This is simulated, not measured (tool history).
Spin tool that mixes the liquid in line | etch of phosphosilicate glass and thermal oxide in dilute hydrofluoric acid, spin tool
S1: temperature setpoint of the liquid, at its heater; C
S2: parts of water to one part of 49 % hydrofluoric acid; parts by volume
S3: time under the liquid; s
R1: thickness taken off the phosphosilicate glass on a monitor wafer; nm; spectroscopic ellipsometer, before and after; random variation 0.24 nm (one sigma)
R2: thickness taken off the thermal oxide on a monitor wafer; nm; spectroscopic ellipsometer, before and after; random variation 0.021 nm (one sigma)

{"run": 1, "hour": 0.0, "S1": 26, "S2": 90, "S3": 30, "R1": 51.066, "R2": 1.8226}
{"run": 2, "hour": 8.2, "S1": 26, "S2": 65, "S3": 30, "R1": 72.127, "R2": 2.5641}
{"run": 3, "hour": 12.8, "S1": 23.5, "S2": 75, "S3": 30, "R1": 55.875, "R2": 1.9502}
{"run": 4, "hour": 20.4, "S1": 22, "S2": 80, "S3": 30, "R1": 49.205, "R2": 1.7192}
{"run": 5, "hour": 27.3, "S1": 21, "S2": 85, "S3": 30, "R1": 44.132, "R2": 1.543}
{"run": 6, "hour": 32.9, "S1": 20, "S2": 85, "S3": 30, "R1": 41.926, "R2": 1.5135}
{"run": 7, "hour": 39.8, "S1": 19.5, "S2": 85, "S3": 30, "R1": 41.089, "R2": 1.4917}

The next listed run, before its measurement:
{"run": 8, "hour": 44.0, "S1": 18, "S2": 90, "S3": 30, "R1": "?", "R2": "?"}

R1: 36.669 nm
R2: 1.3319 nm
